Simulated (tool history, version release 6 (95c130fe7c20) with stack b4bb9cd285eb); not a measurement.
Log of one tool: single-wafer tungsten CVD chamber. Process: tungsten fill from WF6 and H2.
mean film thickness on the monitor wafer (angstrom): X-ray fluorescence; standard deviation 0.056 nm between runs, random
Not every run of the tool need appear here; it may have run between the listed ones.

run	hour	heater temperature setpoint (K)	chamber pressure (mTorr)	deposition time (s)	mean film thickness on the monitor wafer (angstrom)
1	0	643.15	34100	16.2	265.43
2	5.2	640.15	34000	16.2	245.71
3	10.3	638.15	34000	16.2	233.53
4	16.4	636.15	34000	16.2	223.23
5	20.4	636.15	30400	16.2	210.86
6	27.3	636.15	30400	16.2	210.77
7	29.9	635.15	30400	16.2	207.34
8	36.8	625.15	30200	16.2	159.88
9	39.2	625.15	30200	16.2	158.58
10	41.3	626.15	30200	16.2	163.99

Forecast run 11:
11	47.9	627.15	30200	16.2	?

{"run 11": {"mean film thickness on the monitor wafer (angstrom)": 167.83}}

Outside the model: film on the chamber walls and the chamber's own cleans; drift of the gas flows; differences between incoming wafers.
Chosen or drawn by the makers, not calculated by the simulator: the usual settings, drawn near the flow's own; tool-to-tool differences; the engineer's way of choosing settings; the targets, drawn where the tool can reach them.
